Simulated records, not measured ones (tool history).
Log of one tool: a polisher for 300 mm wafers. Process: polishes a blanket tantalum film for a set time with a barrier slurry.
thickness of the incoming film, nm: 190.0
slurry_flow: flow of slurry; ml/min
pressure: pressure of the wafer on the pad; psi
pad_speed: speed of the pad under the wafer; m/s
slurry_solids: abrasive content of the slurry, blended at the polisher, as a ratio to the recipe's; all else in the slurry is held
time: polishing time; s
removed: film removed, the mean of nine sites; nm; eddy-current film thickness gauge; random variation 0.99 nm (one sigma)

run,day,slurry_flow,pressure,pad_speed,slurry_solids,time,removed
1,0.000,265,2.1,0.88,1.0,55,75.621
2,0.154,265,2.2,0.88,1.0,55,80.313
3,0.496,265,2.3,0.88,1.0,55,82.919
4,0.804,265,2.3,0.88,1.0,55,85.254
5,0.942,265,2.5,0.88,1.0,55,89.196
6,1.175,200,2.5,0.88,1.0,55,87.588
7,1.300,205,2.5,0.88,1.0,55,89.041

Forecast run 8:
8,1.346,205,2.6,0.88,1.0,55,?

Run 8 gave removed 92.085 nm.
